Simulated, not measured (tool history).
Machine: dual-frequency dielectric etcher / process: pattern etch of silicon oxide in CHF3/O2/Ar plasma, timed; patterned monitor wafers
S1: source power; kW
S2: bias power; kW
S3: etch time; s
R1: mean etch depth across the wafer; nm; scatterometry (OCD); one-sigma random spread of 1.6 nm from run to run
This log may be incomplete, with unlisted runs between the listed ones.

run,hour,S1,S2,S3,R1
1,0,0.86,0.184,232,580.8
2,7.3,0.86,0.184,213.5,531.8
3,12,0.86,0.184,232,576.94
4,13,0.79,0.184,232,565.54
5,19,0.93,0.184,232,589.14
6,23.1,1.02,0.184,232,604.22
7,31.6,1.02,0.184,232,606.73

Predict the results of run 8:
8,33.9,0.88,0.175,231.5,?

Logged for run 8: R1 568.57 nm.
